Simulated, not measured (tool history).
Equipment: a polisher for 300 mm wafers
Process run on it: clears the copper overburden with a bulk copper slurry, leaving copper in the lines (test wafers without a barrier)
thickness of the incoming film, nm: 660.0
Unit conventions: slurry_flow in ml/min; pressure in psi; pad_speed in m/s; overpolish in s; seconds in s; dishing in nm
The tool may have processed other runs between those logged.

Run 1, day 0: slurry_flow 185 ml/min, pressure 2.5 psi, pad_speed 1.18 m/s, slurry_solids 1, overpolish 22 s. Result: seconds 79.771 s, dishing 76.672 nm.
Run 2, day 0.375: slurry_flow 185 ml/min, pressure 3 psi, pad_speed 1.18 m/s, slurry_solids 1, overpolish 22 s. Result: seconds 65.365 s, dishing 85.936 nm.
Run 3, day 0.575: slurry_flow 185 ml/min, pressure 2.8 psi, pad_speed 1.18 m/s, slurry_solids 1, overpolish 23 s. Result: seconds 72.147 s, dishing 84.909 nm.
Run 4, day 0.608: slurry_flow 185 ml/min, pressure 2.8 psi, pad_speed 1.18 m/s, slurry_solids 1, overpolish 20 s. Result: seconds 70.747 s, dishing 77.843 nm.
Run 5, day 0.704: slurry_flow 185 ml/min, pressure 2.6 psi, pad_speed 1.18 m/s, slurry_solids 1, overpolish 21 s. Result: seconds 75.358 s, dishing 77.37 nm.
Run 6, day 0.867: slurry_flow 185 ml/min, pressure 2.5 psi, pad_speed 1.18 m/s, slurry_solids 1, overpolish 22 s. Result: seconds 79.157 s, dishing 77.078 nm.
Run 7, day 0.938: slurry_flow 185 ml/min, pressure 2.4 psi, pad_speed 1.18 m/s, slurry_solids 1, overpolish 23 s. Result: seconds 83.522 s, dishing 78.158 nm.

For run 8, what comes out?
Run 8, day 1.292: slurry_flow 185 ml/min, pressure 2.3 psi, pad_speed 1.18 m/s, slurry_solids 1, overpolish 23 s. Result: seconds ?, dishing ?.

Run 8 produced seconds 84.712 s, dishing 75.581 nm.

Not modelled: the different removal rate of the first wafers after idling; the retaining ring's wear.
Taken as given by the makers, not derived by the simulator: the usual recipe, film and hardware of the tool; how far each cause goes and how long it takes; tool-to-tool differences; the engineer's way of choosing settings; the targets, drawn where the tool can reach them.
